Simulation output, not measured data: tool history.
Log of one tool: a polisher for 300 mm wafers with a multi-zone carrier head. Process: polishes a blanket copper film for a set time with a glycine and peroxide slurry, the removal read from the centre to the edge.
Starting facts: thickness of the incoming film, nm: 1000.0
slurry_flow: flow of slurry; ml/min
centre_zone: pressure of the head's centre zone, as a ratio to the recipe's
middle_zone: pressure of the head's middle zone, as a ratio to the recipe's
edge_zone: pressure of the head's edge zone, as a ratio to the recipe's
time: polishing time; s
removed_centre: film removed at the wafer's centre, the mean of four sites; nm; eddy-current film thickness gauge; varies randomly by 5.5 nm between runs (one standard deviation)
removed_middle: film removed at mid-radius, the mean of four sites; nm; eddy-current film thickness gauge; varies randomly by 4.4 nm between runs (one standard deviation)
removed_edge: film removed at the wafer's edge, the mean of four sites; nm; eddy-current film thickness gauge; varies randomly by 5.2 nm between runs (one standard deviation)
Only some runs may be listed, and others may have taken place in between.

Run 1, hour 0.0: slurry_flow 165 ml/min, centre_zone 1.00, middle_zone 1.00, edge_zone 1.00, time 58 s. Result: removed_centre 344.69 nm, removed_middle 356.01 nm, removed_edge 344.96 nm.
Run 2, hour 0.8: slurry_flow 185 ml/min, centre_zone 1.02, middle_zone 1.05, edge_zone 1.01, time 62 s. Result: removed_centre 382.39 nm, removed_middle 405.25 nm, removed_edge 378.38 nm.
Run 3, hour 7.6: slurry_flow 200 ml/min, centre_zone 1.04, middle_zone 1.09, edge_zone 1.00, time 65 s. Result: removed_centre 411.77 nm, removed_middle 442.66 nm, removed_edge 399.16 nm.
Run 4, hour 15.2: slurry_flow 200 ml/min, centre_zone 1.04, middle_zone 1.04, edge_zone 1.00, time 65 s. Result: removed_centre 415.80 nm, removed_middle 421.99 nm, removed_edge 393.11 nm.
Run 5, hour 17.8: slurry_flow 200 ml/min, centre_zone 1.11, middle_zone 1.04, edge_zone 1.00, time 65 s. Result: removed_centre 438.67 nm, removed_middle 423.19 nm, removed_edge 402.32 nm.
Run 6, hour 23.0: slurry_flow 210 ml/min, centre_zone 1.11, middle_zone 1.08, edge_zone 0.99, time 67 s. Result: removed_centre 459.34 nm, removed_middle 450.33 nm, removed_edge 415.39 nm.

Run 7 comes next. What will it give?
Run 7, hour 31.0: slurry_flow 210 ml/min, centre_zone 1.11, middle_zone 1.08, edge_zone 0.99, time 67 s. Result: removed_centre ?, removed_middle ?, removed_edge ?.

{"run 7": {"removed_centre": 463.0, "removed_middle": 455.02, "removed_edge": 403.34}}
